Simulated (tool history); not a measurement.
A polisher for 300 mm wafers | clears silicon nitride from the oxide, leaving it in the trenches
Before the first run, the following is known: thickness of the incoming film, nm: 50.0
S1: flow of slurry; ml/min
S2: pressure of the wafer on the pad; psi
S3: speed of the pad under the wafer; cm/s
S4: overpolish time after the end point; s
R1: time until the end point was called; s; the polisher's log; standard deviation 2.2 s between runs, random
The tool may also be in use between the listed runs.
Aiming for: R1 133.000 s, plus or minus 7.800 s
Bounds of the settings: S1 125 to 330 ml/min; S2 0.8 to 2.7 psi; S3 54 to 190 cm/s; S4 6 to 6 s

run  hour   S1   S2   S3  S4       R1
  1   0.0  210  1.7  122   6   73.844
  2   6.6  170  1.7  122   6   76.294
  3  15.1  170  1.6  120   6   80.930
  4  17.4  170  1.5  118   6   86.103
  5  21.6  170  1.5  108   6   98.786
  6  26.9  170  1.4  108   6  103.560
  7  31.0  170  0.9  104   6  166.230
  8  36.3  170  1.2  106   6  118.160

4 candidate next runs follow, results not yet known. Just one meets every target within its allowed miss. Identify it.
  A  41.6  195  1.1  118   6   ?
  B  41.6  155  0.9  106   6   ?
  C  41.6  170  1.0   98   6   ?
  D  41.6  150  1.1  106   6   ?

move       R1
   A  115.410
   B  159.890
   C  152.470
   D  133.010
A: misses by more than the last run did
B: the result that was furthest off in the last run now lies on the other side of its target
C: the result that was furthest off in the last run now lies on the other side of its target
D: each result inside its tolerance
The right move is D.

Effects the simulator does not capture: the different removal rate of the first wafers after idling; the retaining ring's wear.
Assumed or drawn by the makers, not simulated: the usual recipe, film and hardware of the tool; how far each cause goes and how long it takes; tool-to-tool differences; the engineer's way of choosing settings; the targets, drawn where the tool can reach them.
